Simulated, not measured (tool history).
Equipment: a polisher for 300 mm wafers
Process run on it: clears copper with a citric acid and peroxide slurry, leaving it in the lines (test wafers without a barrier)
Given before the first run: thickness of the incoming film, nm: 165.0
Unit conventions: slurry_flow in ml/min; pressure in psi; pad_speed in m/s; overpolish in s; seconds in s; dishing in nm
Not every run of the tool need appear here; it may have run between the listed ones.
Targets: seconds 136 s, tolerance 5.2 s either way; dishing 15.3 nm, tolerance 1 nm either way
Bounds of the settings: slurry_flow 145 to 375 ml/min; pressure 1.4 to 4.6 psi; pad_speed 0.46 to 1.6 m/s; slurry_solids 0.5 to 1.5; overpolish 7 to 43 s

| run | hour | slurry_flow | pressure | pad_speed | slurry_solids | overpolish | seconds | dishing |
|---|---|---|---|---|---|---|---|---|
| 1 | 0 | 240 | 3 | 1.02 | 1 | 22 | 82.316 | 34.588 |
| 2 | 2 | 240 | 2.6 | 1 | 1 | 20 | 97.369 | 26.872 |
| 3 | 3.1 | 240 | 3.3 | 1 | 1 | 20 | 75.79 | 33.964 |
| 4 | 6.8 | 240 | 2.9 | 1 | 1 | 18 | 85.619 | 27.345 |
| 5 | 10 | 240 | 3.3 | 1 | 1 | 18 | 77.343 | 30.953 |
| 6 | 17.6 | 240 | 2.9 | 1 | 1 | 17 | 86.423 | 26.716 |
| 7 | 20 | 240 | 2.6 | 1 | 1 | 16 | 96.861 | 21.8 |
| 8 | 20.8 | 240 | 2.4 | 1 | 1 | 16 | 102.17 | 20.218 |
| 9 | 23.8 | 240 | 2.4 | 1 | 1 | 16 | 102.9 | 20.802 |
| 10 | 27.2 | 235 | 1.6 | 0.98 | 1 | 14 | 155.13 | 12.887 |
| 11 | 35.3 | 245 | 1.7 | 0.98 | 1 | 14 | 147.93 | 13.202 |

5 next moves are on the table. One of them brings every result within its allowed miss. Which?
| A | 43.4 | 245 | 2.1 | 0.88 | 0.9 | 15 | ? | ? |
| B | 43.4 | 235 | 1.7 | 0.98 | 0.85 | 17 | ? | ? |
| C | 43.4 | 225 | 1.7 | 1.02 | 0.8 | 16 | ? | ? |
| D | 43.4 | 240 | 1.8 | 0.84 | 1.05 | 18 | ? | ? |
| E | 43.4 | 235 | 1.6 | 0.98 | 0.95 | 19 | ? | ? |

| move | seconds | dishing |
|---|---|---|
| A | 139.32 | 15.288 |
| B | 156.04 | 15.384 |
| C | 152.63 | 14.841 |
| D | 163.14 | 15.592 |
| E | 161.28 | 16.514 |
A: all results in spec
B: its largest miss is bigger than the last run's
C: its largest miss is bigger than the last run's
D: its largest miss is bigger than the last run's
E: its largest miss is bigger than the last run's
The move that meets every target is A.
